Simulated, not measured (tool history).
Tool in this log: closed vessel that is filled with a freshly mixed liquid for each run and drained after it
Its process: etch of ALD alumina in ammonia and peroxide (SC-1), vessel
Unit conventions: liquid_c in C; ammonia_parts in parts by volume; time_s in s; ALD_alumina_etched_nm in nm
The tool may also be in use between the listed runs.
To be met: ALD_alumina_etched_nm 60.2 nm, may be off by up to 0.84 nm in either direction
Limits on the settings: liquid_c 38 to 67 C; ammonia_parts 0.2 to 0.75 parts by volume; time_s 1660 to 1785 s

Run 1, hour 0: liquid_c 51 C, ammonia_parts 0.45 parts by volume, time_s 1660 s. Result: ALD_alumina_etched_nm 64.663 nm.
Run 2, hour 3.3: liquid_c 51 C, ammonia_parts 0.45 parts by volume, time_s 1660 s. Result: ALD_alumina_etched_nm 64.686 nm.
Run 3, hour 10: liquid_c 51 C, ammonia_parts 0.35 parts by volume, time_s 1660 s. Result: ALD_alumina_etched_nm 63.343 nm.
Run 4, hour 13.2: liquid_c 55.5 C, ammonia_parts 0.35 parts by volume, time_s 1660 s. Result: ALD_alumina_etched_nm 80.86 nm.
Run 5, hour 17.2: liquid_c 55.5 C, ammonia_parts 0.35 parts by volume, time_s 1785 s. Result: ALD_alumina_etched_nm 86.351 nm.
Run 6, hour 25.8: liquid_c 55.5 C, ammonia_parts 0.3 parts by volume, time_s 1785 s. Result: ALD_alumina_etched_nm 85.57 nm.
Run 7, hour 35.4: liquid_c 54.5 C, ammonia_parts 0.3 parts by volume, time_s 1785 s. Result: ALD_alumina_etched_nm 81.141 nm.
Run 8, hour 43.7: liquid_c 53.5 C, ammonia_parts 0.3 parts by volume, time_s 1785 s. Result: ALD_alumina_etched_nm 77.066 nm.
Run 9, hour 50.8: liquid_c 53 C, ammonia_parts 0.3 parts by volume, time_s 1785 s. Result: ALD_alumina_etched_nm 74.665 nm.
Run 10, hour 53.3: liquid_c 53 C, ammonia_parts 0.3 parts by volume, time_s 1785 s. Result: ALD_alumina_etched_nm 74.493 nm.
At hour 57.5: ammonia flow meter replaced.
Run 11, hour 57.5: liquid_c 52.5 C, ammonia_parts 0.3 parts by volume, time_s 1785 s. Result: ALD_alumina_etched_nm 73.34 nm.
Run 12, hour 59.4: liquid_c 52 C, ammonia_parts 0.3 parts by volume, time_s 1785 s. Result: ALD_alumina_etched_nm 71.718 nm.
Run 13, hour 67.7: liquid_c 51.5 C, ammonia_parts 0.3 parts by volume, time_s 1785 s. Result: ALD_alumina_etched_nm 69.482 nm.
Run 14, hour 72.4: liquid_c 51 C, ammonia_parts 0.3 parts by volume, time_s 1785 s. Result: ALD_alumina_etched_nm 67.718 nm.
Run 15, hour 77: liquid_c 50.5 C, ammonia_parts 0.3 parts by volume, time_s 1785 s. Result: ALD_alumina_etched_nm 65.721 nm.

Which of these 5 next moves meets every target?
Run A, hour 81.6: liquid_c 50 C, ammonia_parts 0.45 parts by volume, time_s 1685 s. Result: ALD_alumina_etched_nm ?.
Run B, hour 81.6: liquid_c 50 C, ammonia_parts 0.3 parts by volume, time_s 1670 s. Result: ALD_alumina_etched_nm ?.
Run C, hour 81.6: liquid_c 49 C, ammonia_parts 0.2 parts by volume, time_s 1780 s. Result: ALD_alumina_etched_nm ?.
Run D, hour 81.6: liquid_c 49 C, ammonia_parts 0.35 parts by volume, time_s 1665 s. Result: ALD_alumina_etched_nm ?.
Run E, hour 81.6: liquid_c 51.5 C, ammonia_parts 0.2 parts by volume, time_s 1660 s. Result: ALD_alumina_etched_nm ?.

move  ALD_alumina_etched_nm
   A                  63.08
   B                 60.158
   C                 58.377
   D                 57.594
   E                 62.455
A: nearer the targets than the last run, but a result is still out of spec
B: every result lands within tolerance
C: the result that was furthest off in the last run now lies on the other side of its target
D: the result that was furthest off in the last run now lies on the other side of its target
E: nearer the targets than the last run, but a result is still out of spec
B meets every target.
